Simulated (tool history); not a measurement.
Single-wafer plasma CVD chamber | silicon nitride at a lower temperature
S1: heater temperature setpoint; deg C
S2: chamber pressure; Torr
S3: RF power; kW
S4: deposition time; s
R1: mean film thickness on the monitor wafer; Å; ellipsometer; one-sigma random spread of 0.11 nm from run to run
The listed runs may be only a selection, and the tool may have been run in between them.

run	day	S1	S2	S3	S4	R1
1	0.000	375	1.87	0.350	21.3	289.29
2	0.050	375	1.79	0.350	21.3	282.74
3	0.367	367	1.79	0.350	21.3	283.30
4	0.588	367	1.92	0.350	21.3	290.50
5	0.879	367	1.85	0.350	21.3	286.79
6	1.146	367	1.79	0.350	21.3	284.02
7	1.483	367	1.74	0.350	21.3	281.90
8	1.679	367	1.70	0.350	21.3	277.23

Expected results for the next run?
9	1.808	367	1.68	0.350	21.3	?

For run 9 the tool returned R1 279.45 Å.
